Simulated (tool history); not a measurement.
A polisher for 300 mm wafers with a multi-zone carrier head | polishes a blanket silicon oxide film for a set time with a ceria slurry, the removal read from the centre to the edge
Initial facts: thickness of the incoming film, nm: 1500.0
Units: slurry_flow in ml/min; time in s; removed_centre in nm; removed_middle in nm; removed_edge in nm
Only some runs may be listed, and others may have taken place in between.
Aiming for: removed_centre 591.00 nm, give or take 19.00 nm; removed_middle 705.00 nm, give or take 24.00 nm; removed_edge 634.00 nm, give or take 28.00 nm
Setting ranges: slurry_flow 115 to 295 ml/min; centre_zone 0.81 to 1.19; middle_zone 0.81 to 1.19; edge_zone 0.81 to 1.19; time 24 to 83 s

run  hour  slurry_flow  centre_zone  middle_zone  edge_zone  time  removed_centre  removed_middle  removed_edge
  1   0.0          190         1.00         1.00       1.00    53          407.26          423.27        410.00
  2   4.3          190         1.00         1.00       0.94    53          422.52          419.35        403.91
  3   8.7          190         1.00         0.96       0.94    53          416.99          403.23        404.69
  4  16.9          195         1.00         0.99       0.98    58          452.46          450.88        454.08
  5  22.7          200         1.00         1.04       1.00    62          479.82          508.73        497.24
  6  28.6          200         1.00         1.04       1.00    69          539.40          574.95        554.33
  7  35.6          250         1.00         1.14       1.10    73          597.72          667.39        612.91
     36.8  -- worn pad replaced by a new one
  8  36.8          250         0.99         1.15       1.10    73          640.48          723.21        666.30
  9  40.7          250         0.99         1.15       1.10    73          639.92          731.66        664.13
 10  41.2          250         0.99         1.15       1.10    73          649.86          736.40        673.93

Exactly one of the 5 candidate moves below puts every result within its allowed miss. Which one?
  A  41.7          210         0.95         1.14       1.04    71               ?               ?             ?
  B  41.7          265         0.88         1.10       1.06    69               ?               ?             ?
  C  41.7          220         1.12         1.19       1.14    72               ?               ?             ?
  D  41.7          270         1.00         1.13       1.14    77               ?               ?             ?
  E  41.7          235         0.82         1.03       1.19    78               ?               ?             ?

move  removed_centre  removed_middle  removed_edge
   A          582.75          691.03        622.89
   B          544.96          671.50        624.90
   C          696.04          731.40        661.51
   D          687.67          767.94        721.85
   E          567.05          707.38        737.80
A: each result inside its tolerance
B: pushes the last run's worst result past its target
C: misses by more than the last run did
D: misses by more than the last run did
E: pushes the last run's worst result past its target
Move A is the one to make.

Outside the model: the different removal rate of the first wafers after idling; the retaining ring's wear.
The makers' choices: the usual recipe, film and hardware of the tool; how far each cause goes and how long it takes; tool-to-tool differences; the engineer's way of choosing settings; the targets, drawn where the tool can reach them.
